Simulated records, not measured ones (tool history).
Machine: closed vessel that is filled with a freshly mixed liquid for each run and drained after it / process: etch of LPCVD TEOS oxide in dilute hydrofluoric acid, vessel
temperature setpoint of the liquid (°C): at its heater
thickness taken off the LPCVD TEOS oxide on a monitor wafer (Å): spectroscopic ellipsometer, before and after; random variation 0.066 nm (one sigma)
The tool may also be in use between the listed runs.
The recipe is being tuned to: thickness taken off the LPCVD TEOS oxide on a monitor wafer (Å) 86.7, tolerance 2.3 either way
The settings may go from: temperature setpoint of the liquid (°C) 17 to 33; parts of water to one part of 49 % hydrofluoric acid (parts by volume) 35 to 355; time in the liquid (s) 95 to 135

run    day  temperature setpoint of the liquid (°C)  parts of water to one part of 49 % hydrofluoric acid (parts by volume)  time in the liquid (s)  thickness taken off the LPCVD TEOS oxide on a monitor wafer (Å)
  1      0                                       25                                                                     195                     135                                                           133.88
  2  0.292                                     27.5                                                                     195                     135                                                           147.69
  3  0.325                                     27.5                                                                     150                     135                                                           201.57
  4  0.425                                     27.5                                                                      90                     135                                                           363.53
  5  0.708                                       30                                                                      90                     135                                                           400.85
  6  0.988                                       30                                                                      35                     135                                                           1124.6
  7  1.179                                     26.5                                                                      70                     135                                                           468.12
  8   1.45                                     26.5                                                                      70                     135                                                           469.81
  9  1.729                                       24                                                                     100                     135                                                           279.07
 10  1.929                                       22                                                                     120                     135                                                            211.5
 11  1.996                                     20.5                                                                     140                     135                                                           168.87

Which of these 4 next moves meets every target?
  A  2.062                                       20                                                                     150                     125                                                                ?
  B  2.062                                       18                                                                     235                      95                                                                ?
  C  2.062                                     24.5                                                                      80                     130                                                                ?
  D  2.062                                     19.5                                                                     235                     135                                                                ?

move  thickness taken off the LPCVD TEOS oxide on a monitor wafer (Å)
   A                                                           140.97
   B                                                           58.227
   C                                                            356.6
   D                                                           87.647
A: nearer the targets than the last run, but a result is still out of spec
B: the result that was furthest off in the last run now lies on the other side of its target
C: lands further from the targets than the last run did
D: in spec on every target
The move that meets every target is D.

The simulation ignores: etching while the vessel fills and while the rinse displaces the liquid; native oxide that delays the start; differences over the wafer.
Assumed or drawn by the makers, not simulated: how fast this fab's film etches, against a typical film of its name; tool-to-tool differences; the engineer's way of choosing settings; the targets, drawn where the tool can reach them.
